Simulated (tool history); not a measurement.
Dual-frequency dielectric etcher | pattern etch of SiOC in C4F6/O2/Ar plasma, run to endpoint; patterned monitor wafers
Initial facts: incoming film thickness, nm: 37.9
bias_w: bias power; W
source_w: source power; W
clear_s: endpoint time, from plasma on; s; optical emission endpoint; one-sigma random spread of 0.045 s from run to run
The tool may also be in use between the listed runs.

run 1 day=0 | bias_w=366 source_w=410 | clear_s=12.351
run 2 day=0.271 | bias_w=350 source_w=410 | clear_s=12.623
run 3 day=0.462 | bias_w=318 source_w=410 | clear_s=13.313
run 4 day=0.6 | bias_w=361 source_w=410 | clear_s=12.351
run 5 day=0.788 | bias_w=383 source_w=410 | clear_s=12.07
-- day=0.908 bias power generator calibrated
run 6 day=0.908 | bias_w=439 source_w=410 | clear_s=11.592
run 7 day=1.096 | bias_w=416 source_w=400 | clear_s=11.984
run 8 day=1.446 | bias_w=395 source_w=400 | clear_s=12.344
run 9 day=1.638 | bias_w=377 source_w=400 | clear_s=12.568
run 10 day=1.825 | bias_w=362 source_w=400 | clear_s=12.804
run 11 day=2.042 | bias_w=362 source_w=400 | clear_s=12.827
run 12 day=2.404 | bias_w=288 source_w=390 | clear_s=14.444
run 13 day=2.429 | bias_w=287 source_w=390 | clear_s=14.443
run 14 day=2.588 | bias_w=267 source_w=390 | clear_s=15.034
run 15 day=2.758 | bias_w=269 source_w=390 | clear_s=15.019

The next listed run, before its measurement:
run 16 day=3.125 | bias_w=269 source_w=390 | clear_s=?

clear_s: 14.939 s
